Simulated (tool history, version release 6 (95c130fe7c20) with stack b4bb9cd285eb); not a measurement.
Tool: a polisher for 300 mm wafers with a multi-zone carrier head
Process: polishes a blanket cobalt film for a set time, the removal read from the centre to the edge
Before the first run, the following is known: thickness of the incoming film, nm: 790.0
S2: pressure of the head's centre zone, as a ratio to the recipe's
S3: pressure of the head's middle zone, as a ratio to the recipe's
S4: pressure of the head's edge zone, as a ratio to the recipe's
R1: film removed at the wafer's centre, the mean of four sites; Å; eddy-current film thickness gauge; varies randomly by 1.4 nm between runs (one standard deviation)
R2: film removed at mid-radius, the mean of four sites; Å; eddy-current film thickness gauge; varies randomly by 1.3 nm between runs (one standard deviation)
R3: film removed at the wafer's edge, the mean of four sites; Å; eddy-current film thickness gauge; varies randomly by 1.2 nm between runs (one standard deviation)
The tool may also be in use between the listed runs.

{"run": 1, "hour": 0.0, "flow of slurry (ml/min)": 190, "S2": 1, "S3": 1, "S4": 1, "polishing time (s)": 54, "R1": 2696.1, "R2": 2827.7, "R3": 2708.3}
{"run": 2, "hour": 5.6, "flow of slurry (ml/min)": 180, "S2": 1, "S3": 0.96, "S4": 0.97, "polishing time (s)": 50, "R1": 2506.2, "R2": 2472.8, "R3": 2504.4}
{"run": 3, "hour": 14.0, "flow of slurry (ml/min)": 180, "S2": 1, "S3": 0.95, "S4": 0.94, "polishing time (s)": 46, "R1": 2287.8, "R2": 2271.7, "R3": 2243.4}
{"run": 4, "hour": 18.8, "flow of slurry (ml/min)": 175, "S2": 1, "S3": 0.92, "S4": 0.91, "polishing time (s)": 44, "R1": 2188.5, "R2": 2101.6, "R3": 2115.1}
{"run": 5, "hour": 27.1, "flow of slurry (ml/min)": 175, "S2": 1, "S3": 0.92, "S4": 0.97, "polishing time (s)": 44, "R1": 2188.7, "R2": 2143.9, "R3": 2184.7}
{"run": 6, "hour": 34.1, "flow of slurry (ml/min)": 175, "S2": 1, "S3": 0.87, "S4": 0.97, "polishing time (s)": 44, "R1": 2182.6, "R2": 2003.1, "R3": 2212.1}
{"run": 7, "hour": 41.0, "flow of slurry (ml/min)": 170, "S2": 1, "S3": 0.87, "S4": 0.93, "polishing time (s)": 43, "R1": 2127.6, "R2": 1937.5, "R3": 2082.5}
{"run": 8, "hour": 49.2, "flow of slurry (ml/min)": 170, "S2": 1, "S3": 0.87, "S4": 0.93, "polishing time (s)": 43, "R1": 2133, "R2": 1967.1, "R3": 2103.6}
{"run": 9, "hour": 50.0, "flow of slurry (ml/min)": 165, "S2": 1, "S3": 0.86, "S4": 0.9, "polishing time (s)": 42, "R1": 2034.3, "R2": 1883.4, "R3": 2010.8}
{"run": 10, "hour": 52.7, "flow of slurry (ml/min)": 160, "S2": 1.01, "S3": 0.85, "S4": 0.88, "polishing time (s)": 42, "R1": 2092.3, "R2": 1863.8, "R3": 1964.8}
{"run": 11, "hour": 56.4, "flow of slurry (ml/min)": 155, "S2": 1, "S3": 0.84, "S4": 0.87, "polishing time (s)": 42, "R1": 2035.7, "R2": 1821.5, "R3": 1951.6}
{"run": 12, "hour": 59.3, "flow of slurry (ml/min)": 150, "S2": 1, "S3": 0.84, "S4": 0.86, "polishing time (s)": 42, "R1": 2027.5, "R2": 1805.6, "R3": 1961.5}

Expected results for the next run?
{"run": 13, "hour": 61.1, "flow of slurry (ml/min)": 150, "S2": 1, "S3": 0.84, "S4": 0.85, "polishing time (s)": 41, "R1": "?", "R2": "?", "R3": "?"}

R1: 1989.3 Å
R2: 1758.2 Å
R3: 1906.2 Å
